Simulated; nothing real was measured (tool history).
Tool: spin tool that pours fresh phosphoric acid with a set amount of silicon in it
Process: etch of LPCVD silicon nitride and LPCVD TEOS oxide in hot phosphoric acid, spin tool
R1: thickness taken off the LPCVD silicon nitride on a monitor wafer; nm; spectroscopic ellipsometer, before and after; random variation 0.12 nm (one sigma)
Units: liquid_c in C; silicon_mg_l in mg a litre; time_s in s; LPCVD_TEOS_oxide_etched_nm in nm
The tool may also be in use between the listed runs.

Run 1, hour 0: liquid_c 160 C, silicon_mg_l 26 mg a litre, time_s 180 s. Result: R1 18.378 nm, LPCVD_TEOS_oxide_etched_nm 0.38665 nm.
Run 2, hour 8.7: liquid_c 160 C, silicon_mg_l 20 mg a litre, time_s 180 s. Result: R1 18.402 nm, LPCVD_TEOS_oxide_etched_nm 0.44269 nm.
Run 3, hour 10.5: liquid_c 160.5 C, silicon_mg_l 21 mg a litre, time_s 190 s. Result: R1 19.717 nm, LPCVD_TEOS_oxide_etched_nm 0.47144 nm.
Run 4, hour 17.5: liquid_c 159 C, silicon_mg_l 21 mg a litre, time_s 190 s. Result: R1 18.655 nm, LPCVD_TEOS_oxide_etched_nm 0.39733 nm.
Run 5, hour 19.7: liquid_c 160 C, silicon_mg_l 21 mg a litre, time_s 190 s. Result: R1 19.285 nm, LPCVD_TEOS_oxide_etched_nm 0.43015 nm.
Run 6, hour 21.6: liquid_c 161 C, silicon_mg_l 22 mg a litre, time_s 200 s. Result: R1 21.086 nm, LPCVD_TEOS_oxide_etched_nm 0.54237 nm.
Run 7, hour 26.3: liquid_c 161.5 C, silicon_mg_l 25 mg a litre, time_s 210 s. Result: R1 22.533 nm, LPCVD_TEOS_oxide_etched_nm 0.50817 nm.
Run 8, hour 28.1: liquid_c 162 C, silicon_mg_l 25.5 mg a litre, time_s 215 s. Result: R1 23.407 nm, LPCVD_TEOS_oxide_etched_nm 0.44589 nm.
Run 9, hour 36.2: liquid_c 162.5 C, silicon_mg_l 24 mg a litre, time_s 220 s. Result: R1 24.336 nm, LPCVD_TEOS_oxide_etched_nm 0.57239 nm.
Run 10, hour 38.6: liquid_c 163 C, silicon_mg_l 24.5 mg a litre, time_s 225 s. Result: R1 25.39 nm, LPCVD_TEOS_oxide_etched_nm 0.66203 nm.
Run 11, hour 44.6: liquid_c 163.5 C, silicon_mg_l 25.5 mg a litre, time_s 230 s. Result: R1 26.367 nm, LPCVD_TEOS_oxide_etched_nm 0.54946 nm.
Run 12, hour 51.3: liquid_c 163.5 C, silicon_mg_l 25.5 mg a litre, time_s 230 s. Result: R1 26.192 nm, LPCVD_TEOS_oxide_etched_nm 0.57057 nm.
Run 13, hour 54.5: liquid_c 163.5 C, silicon_mg_l 25.5 mg a litre, time_s 230 s. Result: R1 26.34 nm, LPCVD_TEOS_oxide_etched_nm 0.64702 nm.
Run 14, hour 56.2: liquid_c 165 C, silicon_mg_l 28.5 mg a litre, time_s 250 s. Result: R1 30.103 nm, LPCVD_TEOS_oxide_etched_nm 0.57224 nm.

Run 15 comes next. What will it give?
Run 15, hour 63.4: liquid_c 165 C, silicon_mg_l 27.5 mg a litre, time_s 250 s. Result: R1 ?, LPCVD_TEOS_oxide_etched_nm ?.

{"run 15": {"R1": 29.956, "LPCVD_TEOS_oxide_etched_nm": 0.69767}}

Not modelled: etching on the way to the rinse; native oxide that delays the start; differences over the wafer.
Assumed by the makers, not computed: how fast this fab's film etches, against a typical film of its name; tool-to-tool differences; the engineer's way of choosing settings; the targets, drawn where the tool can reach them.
